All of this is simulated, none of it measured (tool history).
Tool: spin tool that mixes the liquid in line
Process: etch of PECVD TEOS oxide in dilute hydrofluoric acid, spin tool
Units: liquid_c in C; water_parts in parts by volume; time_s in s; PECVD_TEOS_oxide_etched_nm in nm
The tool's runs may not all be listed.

run	hour	liquid_c	water_parts	time_s	PECVD_TEOS_oxide_etched_nm
1	0	21	210	315	9.8511
2	2.4	20	220	315	9.0584
3	3.1	18.5	220	315	8.5254
4	8.2	18	230	315	7.8305
5	10.9	18	175	315	10.91
6	18.3	17.5	195	315	9.3046
7	22.4	17.5	195	315	9.27

The next listed run, before its measurement:
8	26.2	17.5	210	315	?

{"run 8": {"PECVD_TEOS_oxide_etched_nm": 8.6914}}

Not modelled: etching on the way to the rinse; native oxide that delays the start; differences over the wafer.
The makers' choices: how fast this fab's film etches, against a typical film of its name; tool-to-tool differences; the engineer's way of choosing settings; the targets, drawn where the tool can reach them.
